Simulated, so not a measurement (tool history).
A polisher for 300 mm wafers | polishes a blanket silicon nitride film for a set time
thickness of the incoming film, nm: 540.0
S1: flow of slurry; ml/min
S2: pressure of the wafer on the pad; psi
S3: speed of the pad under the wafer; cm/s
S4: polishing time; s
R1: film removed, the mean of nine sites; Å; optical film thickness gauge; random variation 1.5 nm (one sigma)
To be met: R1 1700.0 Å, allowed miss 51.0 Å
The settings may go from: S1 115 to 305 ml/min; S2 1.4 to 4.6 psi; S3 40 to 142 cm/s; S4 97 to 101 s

Run 1, hour 0.0: S1 195 ml/min, S2 3.0 psi, S3 90 cm/s, S4 97 s. Result: R1 1222.6 Å.
Run 2, hour 8.1: S1 160 ml/min, S2 3.0 psi, S3 90 cm/s, S4 97 s. Result: R1 1192.2 Å.
Run 3, hour 14.8: S1 190 ml/min, S2 3.0 psi, S3 90 cm/s, S4 97 s. Result: R1 1216.9 Å.
Run 4, hour 18.6: S1 190 ml/min, S2 3.0 psi, S3 72 cm/s, S4 97 s. Result: R1 1019.1 Å.
Run 5, hour 23.8: S1 195 ml/min, S2 3.5 psi, S3 72 cm/s, S4 97 s. Result: R1 1200.5 Å.
Run 6, hour 27.6: S1 200 ml/min, S2 3.8 psi, S3 72 cm/s, S4 97 s. Result: R1 1276.0 Å.
Run 7, hour 32.6: S1 205 ml/min, S2 4.1 psi, S3 74 cm/s, S4 97 s. Result: R1 1398.8 Å.
Run 8, hour 39.0: S1 205 ml/min, S2 4.3 psi, S3 76 cm/s, S4 97 s. Result: R1 1509.5 Å.
Run 9, hour 47.8: S1 205 ml/min, S2 4.4 psi, S3 78 cm/s, S4 97 s. Result: R1 1540.0 Å.

Which of these 4 next moves meets every target?
Run A, hour 56.6: S1 200 ml/min, S2 4.4 psi, S3 70 cm/s, S4 101 s. Result: R1 ?.
Run B, hour 56.6: S1 190 ml/min, S2 4.3 psi, S3 92 cm/s, S4 97 s. Result: R1 ?.
Run C, hour 56.6: S1 305 ml/min, S2 3.8 psi, S3 100 cm/s, S4 99 s. Result: R1 ?.
Run D, hour 56.6: S1 250 ml/min, S2 4.3 psi, S3 82 cm/s, S4 97 s. Result: R1 ?.

move      R1
   A  1475.8
   B  1715.4
   C  1768.2
   D  1618.7
A: further off than the last run
B: meets every target
C: takes the result that was furthest off past its target
D: nearer than the last run, and not there yet
The right move is B.
